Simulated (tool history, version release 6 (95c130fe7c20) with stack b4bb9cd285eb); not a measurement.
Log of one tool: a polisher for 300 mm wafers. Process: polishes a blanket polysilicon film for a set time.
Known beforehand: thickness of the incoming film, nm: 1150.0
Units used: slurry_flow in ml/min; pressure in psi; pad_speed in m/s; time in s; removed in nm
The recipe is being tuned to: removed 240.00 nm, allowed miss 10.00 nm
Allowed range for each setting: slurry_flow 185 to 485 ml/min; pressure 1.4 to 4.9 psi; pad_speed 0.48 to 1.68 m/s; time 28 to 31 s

| run | hour | slurry_flow | pressure | pad_speed | time | removed |
|---|---|---|---|---|---|---|
| 1 | 0.0 | 310 | 3.1 | 1.08 | 31 | 360.43 |
| 2 | 8.3 | 340 | 3.1 | 1.08 | 31 | 362.22 |
| 3 | 17.3 | 340 | 2.7 | 1.08 | 31 | 317.58 |
| 4 | 20.7 | 340 | 3.3 | 1.08 | 31 | 392.47 |
| 5 | 26.8 | 340 | 3.1 | 1.08 | 31 | 361.94 |
| 6 | 32.7 | 340 | 2.9 | 1.08 | 31 | 337.34 |
| 7 | 39.4 | 340 | 2.8 | 1.08 | 31 | 325.23 |
| 8 | 41.4 | 340 | 2.7 | 1.08 | 31 | 318.88 |
| 9 | 47.5 | 340 | 2.6 | 1.08 | 31 | 310.42 |
| 10 | 51.4 | 340 | 2.5 | 1.08 | 31 | 289.45 |
| 11 | 59.5 | 340 | 2.4 | 1.08 | 31 | 284.70 |
| 12 | 63.3 | 340 | 2.3 | 1.08 | 31 | 268.41 |
|  | 68.4 | slurry nozzle cleaned |
| 13 | 68.4 | 340 | 2.1 | 1.08 | 31 | 254.36 |

Exactly one of the 5 candidate moves below puts every result within its allowed miss. Which one?
| A | 73.5 | 350 | 1.9 | 1.28 | 30 | ? |
| B | 73.5 | 345 | 2.1 | 0.96 | 28 | ? |
| C | 73.5 | 420 | 1.8 | 1.38 | 29 | ? |
| D | 73.5 | 345 | 2.4 | 0.92 | 30 | ? |
| E | 73.5 | 355 | 2.1 | 0.94 | 29 | ? |

| move | removed |
|---|---|
| A | 270.38 |
| B | 208.93 |
| C | 271.28 |
| D | 243.03 |
| E | 212.51 |
A: the biggest miss grows against the last run
B: takes the result that was furthest off past its target
C: the biggest miss grows against the last run
D: each result inside its tolerance
E: takes the result that was furthest off past its target
D meets every target.

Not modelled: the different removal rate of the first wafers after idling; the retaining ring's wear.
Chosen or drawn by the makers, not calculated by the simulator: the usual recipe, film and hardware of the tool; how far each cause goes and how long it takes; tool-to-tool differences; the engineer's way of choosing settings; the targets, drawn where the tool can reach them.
